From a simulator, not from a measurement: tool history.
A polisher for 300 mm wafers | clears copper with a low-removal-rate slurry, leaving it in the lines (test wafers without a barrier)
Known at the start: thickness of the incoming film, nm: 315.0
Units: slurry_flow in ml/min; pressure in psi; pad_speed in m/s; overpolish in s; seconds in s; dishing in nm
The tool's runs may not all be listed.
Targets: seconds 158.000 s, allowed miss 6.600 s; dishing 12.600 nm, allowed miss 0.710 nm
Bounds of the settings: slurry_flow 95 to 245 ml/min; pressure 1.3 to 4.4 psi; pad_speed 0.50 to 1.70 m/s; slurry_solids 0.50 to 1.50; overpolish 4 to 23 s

{"run": 1, "hour": 0.0, "slurry_flow": 155, "pressure": 2.8, "pad_speed": 1.1, "slurry_solids": 1.0, "overpolish": 12, "seconds": 92.84, "dishing": 26.624}
{"run": 2, "hour": 8.3, "slurry_flow": 155, "pressure": 2.8, "pad_speed": 0.96, "slurry_solids": 1.0, "overpolish": 12, "seconds": 99.205, "dishing": 24.706}
{"run": 3, "hour": 9.2, "slurry_flow": 155, "pressure": 2.6, "pad_speed": 0.96, "slurry_solids": 1.0, "overpolish": 11, "seconds": 105.74, "dishing": 21.596}
{"run": 4, "hour": 11.2, "slurry_flow": 155, "pressure": 2.6, "pad_speed": 0.96, "slurry_solids": 1.0, "overpolish": 13, "seconds": 108.58, "dishing": 24.138}
{"run": 5, "hour": 11.8, "slurry_flow": 155, "pressure": 2.6, "pad_speed": 0.96, "slurry_solids": 1.0, "overpolish": 10, "seconds": 109.58, "dishing": 19.362}
{"run": 6, "hour": 16.9, "slurry_flow": 155, "pressure": 3.2, "pad_speed": 0.96, "slurry_solids": 1.0, "overpolish": 10, "seconds": 88.403, "dishing": 23.087}
{"run": 7, "hour": 19.9, "slurry_flow": 155, "pressure": 2.9, "pad_speed": 0.96, "slurry_solids": 1.0, "overpolish": 10, "seconds": 96.618, "dishing": 20.675}
{"run": 8, "hour": 21.7, "slurry_flow": 155, "pressure": 2.7, "pad_speed": 0.96, "slurry_solids": 1.0, "overpolish": 10, "seconds": 101.98, "dishing": 19.873}
{"run": 9, "hour": 25.4, "slurry_flow": 155, "pressure": 2.5, "pad_speed": 0.96, "slurry_solids": 1.0, "overpolish": 10, "seconds": 109.94, "dishing": 19.311}
{"run": 10, "hour": 32.0, "slurry_flow": 155, "pressure": 2.3, "pad_speed": 0.96, "slurry_solids": 1.0, "overpolish": 10, "seconds": 119.8, "dishing": 17.474}
{"run": 11, "hour": 40.9, "slurry_flow": 155, "pressure": 2.2, "pad_speed": 0.96, "slurry_solids": 1.0, "overpolish": 10, "seconds": 120.43, "dishing": 17.224}
{"run": 12, "hour": 48.8, "slurry_flow": 155, "pressure": 2.1, "pad_speed": 0.96, "slurry_solids": 1.0, "overpolish": 10, "seconds": 132.02, "dishing": 16.396}

Which of these 5 next moves meets every target?
{"run": "A", "hour": 56.7, "slurry_flow": 145, "pressure": 2.4, "pad_speed": 1.1, "slurry_solids": 1.1, "overpolish": 10, "seconds": "?", "dishing": "?"}
{"run": "B", "hour": 56.7, "slurry_flow": 135, "pressure": 2.4, "pad_speed": 1.02, "slurry_solids": 0.95, "overpolish": 7, "seconds": "?", "dishing": "?"}
{"run": "C", "hour": 56.7, "slurry_flow": 150, "pressure": 1.8, "pad_speed": 0.94, "slurry_solids": 1.1, "overpolish": 9, "seconds": "?", "dishing": "?"}
{"run": "D", "hour": 56.7, "slurry_flow": 155, "pressure": 2.1, "pad_speed": 0.78, "slurry_solids": 0.95, "overpolish": 10, "seconds": "?", "dishing": "?"}
{"run": "E", "hour": 56.7, "slurry_flow": 135, "pressure": 2.1, "pad_speed": 0.72, "slurry_solids": 1.0, "overpolish": 9, "seconds": "?", "dishing": "?"}

move=A seconds=101.930 dishing=20.244
move=B seconds=112.800 dishing=13.574
move=C seconds=144.450 dishing=13.514
move=D seconds=146.910 dishing=14.687
move=E seconds=156.800 dishing=12.610
A: further off than the last run
B: further off than the last run
C: nearer than the last run, and not there yet
D: nearer than the last run, and not there yet
E: meets every target
Move E is the one to make.

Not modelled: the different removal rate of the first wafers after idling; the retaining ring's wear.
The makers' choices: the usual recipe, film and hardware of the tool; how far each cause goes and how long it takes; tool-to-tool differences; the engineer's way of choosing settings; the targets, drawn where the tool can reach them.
